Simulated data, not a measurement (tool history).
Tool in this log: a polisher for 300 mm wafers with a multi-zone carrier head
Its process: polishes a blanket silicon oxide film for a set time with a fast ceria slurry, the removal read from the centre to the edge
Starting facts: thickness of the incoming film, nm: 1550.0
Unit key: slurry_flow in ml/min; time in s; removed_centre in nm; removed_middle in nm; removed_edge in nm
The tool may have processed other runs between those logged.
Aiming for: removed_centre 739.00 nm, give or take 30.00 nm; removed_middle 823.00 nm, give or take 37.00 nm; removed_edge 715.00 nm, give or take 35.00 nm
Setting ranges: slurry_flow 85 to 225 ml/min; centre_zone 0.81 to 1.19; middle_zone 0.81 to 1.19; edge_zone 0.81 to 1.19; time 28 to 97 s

run,hour,slurry_flow,centre_zone,middle_zone,edge_zone,time,removed_centre,removed_middle,removed_edge
1,0.0,145,1.00,1.00,1.00,62,513.30,535.88,535.92
2,3.2,145,1.00,1.00,1.00,52,434.73,450.82,459.00
3,5.1,145,1.00,1.07,1.00,52,443.30,467.38,455.64
4,7.5,160,1.00,1.11,1.00,61,530.64,598.32,539.64
5,8.5,160,1.00,1.11,1.00,49,412.98,470.86,448.04
6,13.2,175,1.03,1.13,1.03,57,528.16,575.41,511.76
7,21.4,180,1.02,1.13,1.05,63,579.14,620.73,587.34
8,26.1,185,1.02,1.15,1.04,67,617.04,693.38,627.66
9,32.1,190,1.03,1.16,1.04,69,644.80,733.69,640.51
10,41.0,195,1.04,1.17,1.05,71,674.38,750.60,669.30
11,44.7,200,1.05,1.18,1.05,72,688.80,774.32,683.76
12,53.4,205,1.06,1.18,1.05,73,706.33,789.27,678.08

Exactly one of the 4 candidate moves below puts every result within its allowed miss. Which one?
A,62.1,220,1.07,1.19,1.07,74,?,?,?
B,62.1,200,1.08,1.11,1.09,74,?,?,?
C,62.1,170,1.07,1.11,1.04,78,?,?,?
D,62.1,195,1.07,1.19,0.85,76,?,?,?

move,removed_centre,removed_middle,removed_edge
A,752.04,820.17,720.78
B,742.67,757.88,718.48
C,743.74,770.03,720.86
D,751.50,822.39,652.59
A: meets every target
B: brings the result that was furthest off to its target, and leaves another outside
C: brings the result that was furthest off to its target, and leaves another outside
D: brings the result that was furthest off to its target, and leaves another outside
The move that meets every target is A.

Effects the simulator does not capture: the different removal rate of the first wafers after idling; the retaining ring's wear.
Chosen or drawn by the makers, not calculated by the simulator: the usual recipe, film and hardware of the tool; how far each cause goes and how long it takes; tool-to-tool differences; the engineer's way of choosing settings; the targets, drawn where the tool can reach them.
